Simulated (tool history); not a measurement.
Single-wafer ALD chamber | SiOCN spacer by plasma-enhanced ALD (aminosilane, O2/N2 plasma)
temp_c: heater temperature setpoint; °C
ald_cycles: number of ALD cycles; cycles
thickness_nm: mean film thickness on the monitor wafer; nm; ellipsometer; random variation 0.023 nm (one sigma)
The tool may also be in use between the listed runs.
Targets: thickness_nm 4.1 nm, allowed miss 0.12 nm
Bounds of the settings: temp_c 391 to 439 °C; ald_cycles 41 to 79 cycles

Run 1, day 0: temp_c 415 °C, ald_cycles 60 cycles. Result: thickness_nm 3.4159 nm.
Run 2, day 0.308: temp_c 415 °C, ald_cycles 68 cycles. Result: thickness_nm 3.8265 nm.
Run 3, day 0.367: temp_c 423 °C, ald_cycles 68 cycles. Result: thickness_nm 3.7482 nm.
Run 4, day 0.658: temp_c 422 °C, ald_cycles 69 cycles. Result: thickness_nm 3.8168 nm.
Run 5, day 0.821: temp_c 415 °C, ald_cycles 69 cycles. Result: thickness_nm 3.9203 nm.
Run 6, day 0.925: temp_c 415 °C, ald_cycles 77 cycles. Result: thickness_nm 4.3838 nm.
Run 7, day 1.15: temp_c 416 °C, ald_cycles 76 cycles. Result: thickness_nm 4.2696 nm.
Run 8, day 1.288: temp_c 416 °C, ald_cycles 76 cycles. Result: thickness_nm 4.3509 nm.
Run 9, day 1.417: temp_c 417 °C, ald_cycles 76 cycles. Result: thickness_nm 4.2606 nm.

Which of these 5 next moves meets every target?
Run A, day 1.546: temp_c 417 °C, ald_cycles 73 cycles. Result: thickness_nm ?.
Run B, day 1.546: temp_c 416 °C, ald_cycles 77 cycles. Result: thickness_nm ?.
Run C, day 1.546: temp_c 415 °C, ald_cycles 78 cycles. Result: thickness_nm ?.
Run D, day 1.546: temp_c 420 °C, ald_cycles 69 cycles. Result: thickness_nm ?.
Run E, day 1.546: temp_c 419 °C, ald_cycles 79 cycles. Result: thickness_nm ?.

move  thickness_nm
   A        4.1286
   B        4.3703
   C        4.4429
   D        3.8605
   E        4.4359
A: meets every target
B: further off than the last run
C: further off than the last run
D: takes the result that was furthest off past its target
E: further off than the last run
The right move is A.
